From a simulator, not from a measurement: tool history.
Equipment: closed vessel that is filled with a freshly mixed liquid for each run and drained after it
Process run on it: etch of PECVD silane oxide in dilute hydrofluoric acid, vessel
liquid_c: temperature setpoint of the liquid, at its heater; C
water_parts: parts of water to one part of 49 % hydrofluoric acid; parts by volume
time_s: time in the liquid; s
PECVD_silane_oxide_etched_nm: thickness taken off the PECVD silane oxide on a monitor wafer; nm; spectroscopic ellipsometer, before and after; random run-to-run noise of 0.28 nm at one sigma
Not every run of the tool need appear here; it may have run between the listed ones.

run    day  liquid_c  water_parts  time_s  PECVD_silane_oxide_etched_nm
  1      0        21           65      30                        17.094
  2  0.242      23.5           60      30                        20.587
  3  0.575        25           55      30                        23.968
  4   0.75        26           50      30                        27.606
  5  1.088        26           65      30                        20.864
  6  1.196        26           50      30                         27.42
  7  1.275        27           50      30                        28.915
  8  1.408      27.5           50      30                        29.077
  9  1.712        28           50      30                        29.894

Forecast run 10:
 10  1.788        28           50      30                             ?

PECVD_silane_oxide_etched_nm: 29.875 nm
